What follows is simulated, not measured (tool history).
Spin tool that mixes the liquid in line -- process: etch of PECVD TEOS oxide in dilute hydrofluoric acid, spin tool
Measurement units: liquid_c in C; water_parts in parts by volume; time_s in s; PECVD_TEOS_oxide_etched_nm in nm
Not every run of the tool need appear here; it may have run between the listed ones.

run	hour	liquid_c	water_parts	time_s	PECVD_TEOS_oxide_etched_nm
1	0.0	20.0	100	195	29.614
2	6.9	22.0	95	195	33.356
3	11.2	22.0	130	195	23.599
4	18.6	22.0	130	195	23.558
5	23.4	23.5	115	195	28.882
6	30.6	24.5	100	195	35.715
7	37.0	25.5	95	195	38.610
8	38.2	26.0	90	195	41.914

The next listed run, before its measurement:
9	38.9	26.5	85	195	?

Logged for run 9: PECVD_TEOS_oxide_etched_nm 45.503 nm.

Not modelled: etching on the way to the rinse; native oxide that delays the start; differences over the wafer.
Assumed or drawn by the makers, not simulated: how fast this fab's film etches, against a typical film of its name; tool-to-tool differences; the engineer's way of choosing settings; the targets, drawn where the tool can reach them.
